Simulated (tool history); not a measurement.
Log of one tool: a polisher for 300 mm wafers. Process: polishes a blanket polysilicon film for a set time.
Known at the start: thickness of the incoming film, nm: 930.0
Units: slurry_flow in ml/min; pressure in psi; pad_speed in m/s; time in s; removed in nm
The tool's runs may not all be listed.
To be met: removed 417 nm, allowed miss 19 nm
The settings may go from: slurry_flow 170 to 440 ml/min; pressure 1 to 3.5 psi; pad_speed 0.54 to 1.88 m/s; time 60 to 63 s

{"run": 1, "day": 0.0, "slurry_flow": 280, "pressure": 2.2, "pad_speed": 1.2, "time": 60, "removed": 547}
{"run": 2, "day": 0.167, "slurry_flow": 280, "pressure": 2.2, "pad_speed": 1.2, "time": 63, "removed": 576.27}
{"run": 3, "day": 0.529, "slurry_flow": 280, "pressure": 2, "pad_speed": 1.2, "time": 63, "removed": 526}
{"run": 4, "day": 0.55, "slurry_flow": 280, "pressure": 2, "pad_speed": 1.04, "time": 63, "removed": 473.64}
{"run": 5, "day": 0.625, "slurry_flow": 280, "pressure": 1.9, "pad_speed": 1.04, "time": 63, "removed": 453.13}
{"run": 6, "day": 0.688, "slurry_flow": 280, "pressure": 1.9, "pad_speed": 1.22, "time": 63, "removed": 510.3}
{"run": 7, "day": 0.938, "slurry_flow": 280, "pressure": 1.8, "pad_speed": 1.22, "time": 63, "removed": 487.43}
{"run": 8, "day": 1.204, "slurry_flow": 280, "pressure": 1.7, "pad_speed": 1.22, "time": 63, "removed": 481.96}
{"run": 9, "day": 1.238, "slurry_flow": 280, "pressure": 1.6, "pad_speed": 1.22, "time": 63, "removed": 445.48}
{"run": 10, "day": 1.383, "slurry_flow": 280, "pressure": 1.6, "pad_speed": 1.22, "time": 63, "removed": 449.75}

4 next moves are on the table. One of them brings every result within its allowed miss. Which?
{"run": "A", "day": 1.529, "slurry_flow": 255, "pressure": 1.9, "pad_speed": 1.28, "time": 63, "removed": "?"}
{"run": "B", "day": 1.529, "slurry_flow": 330, "pressure": 1.8, "pad_speed": 0.98, "time": 61, "removed": "?"}
{"run": "C", "day": 1.529, "slurry_flow": 270, "pressure": 1.6, "pad_speed": 1.08, "time": 60, "removed": "?"}
{"run": "D", "day": 1.529, "slurry_flow": 285, "pressure": 1.7, "pad_speed": 1.32, "time": 63, "removed": "?"}

move=A removed=532.67
move=B removed=411.6
move=C removed=388.57
move=D removed=503.26
A: further off than the last run
B: meets every target
C: takes the result that was furthest off past its target
D: further off than the last run
Move B is the one to make.
